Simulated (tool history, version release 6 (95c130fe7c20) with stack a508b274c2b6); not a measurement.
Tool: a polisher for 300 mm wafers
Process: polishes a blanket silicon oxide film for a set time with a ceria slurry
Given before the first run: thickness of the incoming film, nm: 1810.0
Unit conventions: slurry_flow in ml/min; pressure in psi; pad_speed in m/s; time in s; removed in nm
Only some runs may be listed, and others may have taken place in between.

run 1 hour=0.0 | slurry_flow=195 pressure=3.6 pad_speed=1.32 time=35 | removed=256.86
run 2 hour=4.3 | slurry_flow=195 pressure=3.6 pad_speed=1.32 time=35 | removed=264.85
run 3 hour=8.4 | slurry_flow=195 pressure=3.6 pad_speed=1.32 time=31 | removed=225.96
run 4 hour=14.8 | slurry_flow=230 pressure=3.6 pad_speed=1.32 time=31 | removed=232.69
run 5 hour=16.7 | slurry_flow=230 pressure=3.5 pad_speed=1.32 time=31 | removed=229.60
run 6 hour=24.1 | slurry_flow=230 pressure=3.5 pad_speed=1.32 time=35 | removed=260.21
run 7 hour=27.9 | slurry_flow=230 pressure=3.3 pad_speed=1.32 time=35 | removed=243.87
run 8 hour=36.8 | slurry_flow=230 pressure=3.2 pad_speed=1.32 time=35 | removed=235.59

Expected results for the next run?
run 9 hour=44.2 | slurry_flow=230 pressure=3.1 pad_speed=1.32 time=35 | removed=?

removed: 222.06 nm

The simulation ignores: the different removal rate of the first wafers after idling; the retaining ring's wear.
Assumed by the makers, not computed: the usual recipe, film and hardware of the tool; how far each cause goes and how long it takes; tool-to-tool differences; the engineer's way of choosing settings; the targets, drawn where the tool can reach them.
